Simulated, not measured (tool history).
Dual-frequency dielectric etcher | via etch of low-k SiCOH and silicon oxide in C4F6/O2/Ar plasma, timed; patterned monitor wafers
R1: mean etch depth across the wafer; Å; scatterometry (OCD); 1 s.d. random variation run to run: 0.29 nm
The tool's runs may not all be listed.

{"run": 1, "day": 0.0, "source power (W)": 250, "bias power (W)": 228, "etch time (s)": 32.5, "R1": 796.09}
{"run": 2, "day": 0.112, "source power (W)": 250, "bias power (W)": 228, "etch time (s)": 32.5, "R1": 798.5}
{"run": 3, "day": 0.308, "source power (W)": 260, "bias power (W)": 233, "etch time (s)": 32.5, "R1": 824.24}
{"run": 4, "day": 0.512, "source power (W)": 230, "bias power (W)": 233, "etch time (s)": 32.5, "R1": 770.31}
{"run": 5, "day": 0.667, "source power (W)": 250, "bias power (W)": 236, "etch time (s)": 32.5, "R1": 812.98}
{"run": 6, "day": 0.812, "source power (W)": 220, "bias power (W)": 236, "etch time (s)": 32.5, "R1": 759.45}
{"day": 1.142, "done": "bias power generator calibrated"}
{"run": 7, "day": 1.142, "source power (W)": 240, "bias power (W)": 239, "etch time (s)": 32.5, "R1": 818.58}

Run 8 comes next. What will it give?
{"run": 8, "day": 1.162, "source power (W)": 250, "bias power (W)": 240, "etch time (s)": 32.5, "R1": "?"}

R1: 839.12 Å
